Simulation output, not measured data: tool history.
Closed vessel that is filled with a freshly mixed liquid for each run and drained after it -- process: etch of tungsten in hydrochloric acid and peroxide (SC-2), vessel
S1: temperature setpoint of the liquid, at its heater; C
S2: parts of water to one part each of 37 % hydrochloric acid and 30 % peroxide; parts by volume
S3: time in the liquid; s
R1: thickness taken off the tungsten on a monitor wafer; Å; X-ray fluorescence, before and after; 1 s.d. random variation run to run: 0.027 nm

run,hour,S1,S2,S3,R1
1,0,51,5,30,76.626
2,5.3,48,5,30,62.393
3,13.6,45.5,5,30,53.056
4,18,45.5,4,30,62.078
5,18.8,43,4,30,52.153
# hour 22.9: chemicals flow meter replaced
6,22.9,41,4,30,43.63
7,28.5,41,4,30,43.443
8,34.7,40,4,30,40.387
9,39.1,39,4,30,38.181
10,42.3,39,4,30,38.02

Expected results for the next run?
11,45.8,38,4,30,?

R1: 34.804 Å
